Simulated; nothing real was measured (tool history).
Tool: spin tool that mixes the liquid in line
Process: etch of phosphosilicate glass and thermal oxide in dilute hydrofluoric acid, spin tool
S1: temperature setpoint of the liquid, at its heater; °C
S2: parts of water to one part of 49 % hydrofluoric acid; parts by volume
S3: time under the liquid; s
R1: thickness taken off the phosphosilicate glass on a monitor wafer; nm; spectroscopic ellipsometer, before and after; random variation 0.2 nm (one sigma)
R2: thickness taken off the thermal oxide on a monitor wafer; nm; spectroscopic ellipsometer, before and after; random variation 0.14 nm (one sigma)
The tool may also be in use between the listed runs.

run    day    S1   S2  S3      R1       R2
  1      0    24  260  30  8.7105  0.51459
  2  0.346  25.5  220  30  11.313   0.6278
  3  0.608  25.5  290  30  8.0136  0.40897
  4  0.938  26.5  245  30  10.282  0.54584
  5  1.033  26.5  245  40  13.646  0.78393
  6  1.104  26.5  210  40  16.692  0.85047
  7  1.417    27  190  40  18.953  0.91658
  8  1.671  27.5  175  40  21.559   1.3149
  9  1.812    29  105  40  41.274   2.1333
 10  2.167  25.5  105  40  36.404   1.9867
 11  2.383    25  105  40    35.6   2.0126
 12    2.6  24.5  105  40   35.03   1.8236

Run 13 comes next. What will it give?
 13  2.779  24  105  40   ?   ?

Run 13 gave R1 34.373 nm, R2 2.0961 nm.

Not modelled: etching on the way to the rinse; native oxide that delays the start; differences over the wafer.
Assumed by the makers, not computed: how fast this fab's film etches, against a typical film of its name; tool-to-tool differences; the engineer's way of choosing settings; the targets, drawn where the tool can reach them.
